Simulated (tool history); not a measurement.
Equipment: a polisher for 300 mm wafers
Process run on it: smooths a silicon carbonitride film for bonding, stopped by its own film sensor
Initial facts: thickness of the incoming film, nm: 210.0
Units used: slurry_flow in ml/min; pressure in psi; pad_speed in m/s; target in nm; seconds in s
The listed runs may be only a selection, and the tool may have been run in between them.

run  hour  slurry_flow  pressure  pad_speed  slurry_solids  target  seconds
  1     0          125       1.9       0.74              1     201   42.203
  2     4          125       1.4       0.74              1     201   58.123
  3  11.1          125       1.3       0.74              1     201    63.31
  4  11.6          125       1.3        0.8              1     201   60.214
  5  14.1          125       1.8        0.8              1     201   42.037
  6  16.4          125       1.7        0.8              1     201   44.664

Expected results for the next run?
  7  24.7          125       1.6        0.8              1     201        ?

seconds: 47.178 s
